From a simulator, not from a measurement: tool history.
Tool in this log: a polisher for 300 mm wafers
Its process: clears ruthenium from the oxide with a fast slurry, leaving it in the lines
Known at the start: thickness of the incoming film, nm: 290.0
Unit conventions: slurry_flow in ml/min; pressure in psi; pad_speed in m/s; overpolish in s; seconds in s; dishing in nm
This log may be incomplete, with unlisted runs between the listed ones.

{"run": 1, "hour": 0.0, "slurry_flow": 175, "pressure": 3.3, "pad_speed": 0.86, "slurry_solids": 1, "overpolish": 29, "seconds": 70.792, "dishing": 78.27}
{"run": 2, "hour": 7.2, "slurry_flow": 180, "pressure": 3.6, "pad_speed": 0.88, "slurry_solids": 1, "overpolish": 26, "seconds": 62.689, "dishing": 77.76}
{"run": 3, "hour": 8.9, "slurry_flow": 180, "pressure": 3.6, "pad_speed": 1.1, "slurry_solids": 1, "overpolish": 26, "seconds": 51.725, "dishing": 91.317}
{"run": 4, "hour": 16.6, "slurry_flow": 155, "pressure": 3.6, "pad_speed": 1.1, "slurry_solids": 1, "overpolish": 26, "seconds": 52.645, "dishing": 88.492}
{"run": 5, "hour": 25.3, "slurry_flow": 145, "pressure": 3.8, "pad_speed": 1.08, "slurry_solids": 1, "overpolish": 23, "seconds": 50.855, "dishing": 81.45}
{"run": 6, "hour": 33.8, "slurry_flow": 145, "pressure": 3.8, "pad_speed": 1.08, "slurry_solids": 0.9, "overpolish": 23, "seconds": 55.641, "dishing": 78.457}
{"hour": 38.7, "done": "worn pad replaced by a new one"}
{"run": 7, "hour": 38.7, "slurry_flow": 140, "pressure": 3.9, "pad_speed": 1.06, "slurry_solids": 1, "overpolish": 21, "seconds": 48.779, "dishing": 80.732}
{"run": 8, "hour": 46.2, "slurry_flow": 140, "pressure": 3.9, "pad_speed": 1.06, "slurry_solids": 1, "overpolish": 21, "seconds": 48.058, "dishing": 79.041}

Run 9, settings as shown, results not yet in. Your forecast:
{"run": 9, "hour": 54.2, "slurry_flow": 135, "pressure": 4, "pad_speed": 1.02, "slurry_solids": 1.05, "overpolish": 19, "seconds": "?", "dishing": "?"}

seconds: 47.666 s
dishing: 75.067 nm
